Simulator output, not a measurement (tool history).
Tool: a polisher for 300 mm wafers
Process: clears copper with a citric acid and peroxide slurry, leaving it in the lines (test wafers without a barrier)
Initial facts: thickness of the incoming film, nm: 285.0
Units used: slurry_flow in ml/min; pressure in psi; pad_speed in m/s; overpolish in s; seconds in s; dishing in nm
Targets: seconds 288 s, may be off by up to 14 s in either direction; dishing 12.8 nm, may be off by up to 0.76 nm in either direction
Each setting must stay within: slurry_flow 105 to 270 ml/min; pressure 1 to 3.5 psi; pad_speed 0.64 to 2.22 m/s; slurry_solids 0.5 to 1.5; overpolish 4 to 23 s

Run 1, day 0: slurry_flow 175 ml/min, pressure 2.2 psi, pad_speed 1.42 m/s, slurry_solids 1, overpolish 12 s. Result: seconds 162.85 s, dishing 14.989 nm.
Run 2, day 0.229: slurry_flow 175 ml/min, pressure 2.2 psi, pad_speed 1.42 m/s, slurry_solids 1, overpolish 7 s. Result: seconds 162.67 s, dishing 8.743 nm.
Run 3, day 0.288: slurry_flow 170 ml/min, pressure 1.8 psi, pad_speed 1.4 m/s, slurry_solids 1, overpolish 10 s. Result: seconds 194.75 s, dishing 10.276 nm.
Run 4, day 0.504: slurry_flow 170 ml/min, pressure 1.8 psi, pad_speed 1.4 m/s, slurry_solids 1.15, overpolish 10 s. Result: seconds 194.67 s, dishing 10.535 nm.
Run 5, day 0.662: slurry_flow 170 ml/min, pressure 1.8 psi, pad_speed 1.08 m/s, slurry_solids 1.15, overpolish 10 s. Result: seconds 245.78 s, dishing 8.5063 nm.
Run 6, day 0.817: slurry_flow 170 ml/min, pressure 1.8 psi, pad_speed 1.38 m/s, slurry_solids 1.15, overpolish 10 s. Result: seconds 193.41 s, dishing 10.501 nm.
Run 7, day 0.854: slurry_flow 175 ml/min, pressure 1.5 psi, pad_speed 1.34 m/s, slurry_solids 1.15, overpolish 12 s. Result: seconds 237.26 s, dishing 10.014 nm.
Run 8, day 1.117: slurry_flow 175 ml/min, pressure 1.4 psi, pad_speed 1.32 m/s, slurry_solids 1.15, overpolish 14 s. Result: seconds 261.86 s, dishing 11.204 nm.
Run 9, day 1.458: slurry_flow 175 ml/min, pressure 1.4 psi, pad_speed 1.32 m/s, slurry_solids 1.15, overpolish 14 s. Result: seconds 261.52 s, dishing 11.18 nm.
Run 10, day 1.721: slurry_flow 175 ml/min, pressure 1.4 psi, pad_speed 1.32 m/s, slurry_solids 1.15, overpolish 15 s. Result: seconds 259.67 s, dishing 11.641 nm.
Run 11, day 2.033: slurry_flow 175 ml/min, pressure 1.3 psi, pad_speed 1.32 m/s, slurry_solids 1.15, overpolish 16 s. Result: seconds 280.66 s, dishing 11.633 nm.

Exercise: of the 4 proposed moves below, exactly one satisfies all targets within the stated allowed misses. Which move is it?
Run A, day 2.346: slurry_flow 235 ml/min, pressure 1.6 psi, pad_speed 1.12 m/s, slurry_solids 1.05, overpolish 15 s. Result: seconds ?, dishing ?.
Run B, day 2.346: slurry_flow 170 ml/min, pressure 1.3 psi, pad_speed 1.3 m/s, slurry_solids 1.1, overpolish 18 s. Result: seconds ?, dishing ?.
Run C, day 2.346: slurry_flow 180 ml/min, pressure 1.4 psi, pad_speed 1.4 m/s, slurry_solids 1, overpolish 16 s. Result: seconds ?, dishing ?.
Run D, day 2.346: slurry_flow 210 ml/min, pressure 1 psi, pad_speed 1.42 m/s, slurry_solids 1, overpolish 21 s. Result: seconds ?, dishing ?.

move  seconds  dishing
   A   264.48   11.526
   B   285.94   12.634
   C   251.15   12.801
   D   332.09   12.578
A: the biggest miss grows against the last run
B: hits every target within its allowed miss
C: gets the furthest-off result to its target, but another result is out of tolerance
D: gets the furthest-off result to its target, but another result is out of tolerance
B is the move that brings every result within its allowed miss.
